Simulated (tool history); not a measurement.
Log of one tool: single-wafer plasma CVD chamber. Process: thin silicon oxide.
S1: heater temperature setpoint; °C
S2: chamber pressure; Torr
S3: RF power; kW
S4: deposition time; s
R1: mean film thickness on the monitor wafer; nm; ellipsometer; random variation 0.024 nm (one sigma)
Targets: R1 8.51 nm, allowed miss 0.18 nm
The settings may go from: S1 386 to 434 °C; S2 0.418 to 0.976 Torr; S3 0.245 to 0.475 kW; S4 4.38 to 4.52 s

run 1 hour=0 | S1=410 S2=0.697 S3=0.36 S4=4.38 | R1=7.5265
run 2 hour=3.9 | S1=410 S2=0.697 S3=0.36 S4=4.52 | R1=7.6865
run 3 hour=4.5 | S1=410 S2=0.715 S3=0.36 S4=4.52 | R1=7.9289
run 4 hour=10 | S1=410 S2=0.728 S3=0.36 S4=4.52 | R1=8.1103
run 5 hour=16.5 | S1=410 S2=0.631 S3=0.36 S4=4.52 | R1=6.9996
run 6 hour=23.7 | S1=410 S2=0.631 S3=0.36 S4=4.52 | R1=7.0223
run 7 hour=30.6 | S1=410 S2=0.631 S3=0.36 S4=4.52 | R1=6.9977
run 8 hour=31.6 | S1=410 S2=0.666 S3=0.36 S4=4.52 | R1=7.3667
run 9 hour=37.6 | S1=410 S2=0.692 S3=0.36 S4=4.52 | R1=7.7055

Which of these 4 next moves meets every target?
run A hour=43.6 | S1=421 S2=0.706 S3=0.385 S4=4.52 | R1=?
run B hour=43.6 | S1=414 S2=0.712 S3=0.37 S4=4.52 | R1=?
run C hour=43.6 | S1=401 S2=0.829 S3=0.365 S4=4.52 | R1=?
run D hour=43.6 | S1=407 S2=0.788 S3=0.33 S4=4.52 | R1=?

move=A R1=7.9193
move=B R1=7.929
move=C R1=9.166
move=D R1=8.4584
A: nearer than the last run, and not there yet
B: nearer than the last run, and not there yet
C: takes the result that was furthest off past its target
D: meets every target
The right move is D.

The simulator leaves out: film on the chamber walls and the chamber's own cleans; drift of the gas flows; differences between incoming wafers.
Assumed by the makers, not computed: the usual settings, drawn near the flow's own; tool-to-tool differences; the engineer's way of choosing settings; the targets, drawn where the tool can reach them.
